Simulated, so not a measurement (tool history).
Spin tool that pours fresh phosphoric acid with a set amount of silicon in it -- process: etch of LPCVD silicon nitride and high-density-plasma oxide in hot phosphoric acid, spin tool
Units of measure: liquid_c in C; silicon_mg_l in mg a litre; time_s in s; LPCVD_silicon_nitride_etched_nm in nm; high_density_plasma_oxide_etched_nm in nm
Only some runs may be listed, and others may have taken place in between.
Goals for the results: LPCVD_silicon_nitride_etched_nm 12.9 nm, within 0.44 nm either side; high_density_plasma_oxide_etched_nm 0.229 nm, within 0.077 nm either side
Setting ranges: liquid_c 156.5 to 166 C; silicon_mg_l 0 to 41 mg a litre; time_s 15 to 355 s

run,hour,liquid_c,silicon_mg_l,time_s,LPCVD_silicon_nitride_etched_nm,high_density_plasma_oxide_etched_nm
1,0,161,18,180,18.215,0.24542
2,3.8,160.5,15,170,16.568,0.25398
3,7.4,160,14,165,16.178,0.22956
4,8.9,160,12,155,14.733,0.19477
5,16.3,160.5,9.5,150,14.682,0.29598
6,17,160.5,9.5,220,21.431,0.36819
7,21,160,8,205,19.971,0.40289
8,22,159.5,8,190,18.261,0.34809
9,28.5,159.5,8,175,16.518,0.30805
10,32.5,159,8,165,15.46,0.29945
11,40.1,159,8.5,160,15.012,0.27263
12,47.4,159,8.5,155,14.531,0.2382
13,48,159,7.5,150,14.016,0.20858
14,51.3,159,6,150,13.947,0.2585

Consider the 4 candidate settings below. Which is the only one whose results all fall within their allowed miss of target?
A,54.6,156.5,11.5,170,?,?
B,54.6,158.5,5,175,?,?
C,54.6,159,8.5,160,?,?
D,54.6,157.5,7.5,145,?,?

move,LPCVD_silicon_nitride_etched_nm,high_density_plasma_oxide_etched_nm
A,14.445,0.23336
B,15.916,0.32078
C,14.799,0.28311
D,12.748,0.2343
A: misses by more than the last run did
B: misses by more than the last run did
C: misses by more than the last run did
D: hits every target within its allowed miss
Go with D: it meets all targets.
